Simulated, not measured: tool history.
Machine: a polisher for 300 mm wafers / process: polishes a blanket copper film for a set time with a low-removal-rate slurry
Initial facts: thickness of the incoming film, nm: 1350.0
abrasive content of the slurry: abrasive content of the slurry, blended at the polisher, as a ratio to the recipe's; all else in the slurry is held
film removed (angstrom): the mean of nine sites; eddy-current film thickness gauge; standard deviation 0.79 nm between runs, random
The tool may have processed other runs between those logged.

| run | hour | flow of slurry (ml/min) | pressure of the wafer on the pad (kPa) | speed of the pad under the wafer (m/s) | abrasive content of the slurry | polishing time (s) | film removed (angstrom) |
|---|---|---|---|---|---|---|---|
| 1 | 0 | 275 | 17.9 | 0.88 | 1 | 66 | 1258.9 |
| 2 | 4.4 | 275 | 15.2 | 0.86 | 1 | 66 | 1044.3 |
| 3 | 9 | 275 | 15.2 | 0.86 | 0.85 | 66 | 1030.9 |
| 4 | 17.1 | 275 | 17.2 | 0.86 | 0.85 | 66 | 1141.8 |
| 5 | 24.4 | 275 | 17.2 | 0.86 | 0.7 | 66 | 1137.4 |
| 6 | 30.5 | 275 | 17.2 | 0.86 | 0.7 | 69 | 1177.6 |

The next listed run, before its measurement:
| 7 | 33 | 275 | 14.5 | 0.84 | 0.7 | 69 | ? |

film removed (angstrom): 974.73

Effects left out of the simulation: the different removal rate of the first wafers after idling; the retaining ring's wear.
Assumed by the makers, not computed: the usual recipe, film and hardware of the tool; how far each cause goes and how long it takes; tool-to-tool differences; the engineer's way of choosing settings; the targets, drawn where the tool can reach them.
